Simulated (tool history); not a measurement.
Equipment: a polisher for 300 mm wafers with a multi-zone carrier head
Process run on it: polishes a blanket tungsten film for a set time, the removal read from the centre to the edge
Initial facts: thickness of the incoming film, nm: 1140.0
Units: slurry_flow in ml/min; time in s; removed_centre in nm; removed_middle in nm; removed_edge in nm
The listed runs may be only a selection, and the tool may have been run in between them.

run	hour	slurry_flow	centre_zone	middle_zone	edge_zone	slurry_solids	time	removed_centre	removed_middle	removed_edge
1	0.0	285	1.00	1.00	1.00	1.00	57	412.44	406.83	411.20
2	5.8	285	0.99	1.00	0.99	0.95	56	394.62	389.73	397.26
3	10.4	215	0.99	1.00	0.99	0.95	56	390.63	380.68	388.36
4	12.7	215	0.99	1.00	1.05	0.95	56	377.98	378.37	403.70
5	20.5	215	0.98	1.01	1.04	0.90	55	369.53	371.60	384.47
6	24.1	215	1.05	1.01	1.04	0.90	55	392.14	365.30	383.41

Predict the results of run 7:
7	26.9	215	1.03	1.02	1.04	0.85	54	?	?	?

For run 7 the tool returned removed_centre 384.48 nm, removed_middle 363.56 nm, removed_edge 365.41 nm.

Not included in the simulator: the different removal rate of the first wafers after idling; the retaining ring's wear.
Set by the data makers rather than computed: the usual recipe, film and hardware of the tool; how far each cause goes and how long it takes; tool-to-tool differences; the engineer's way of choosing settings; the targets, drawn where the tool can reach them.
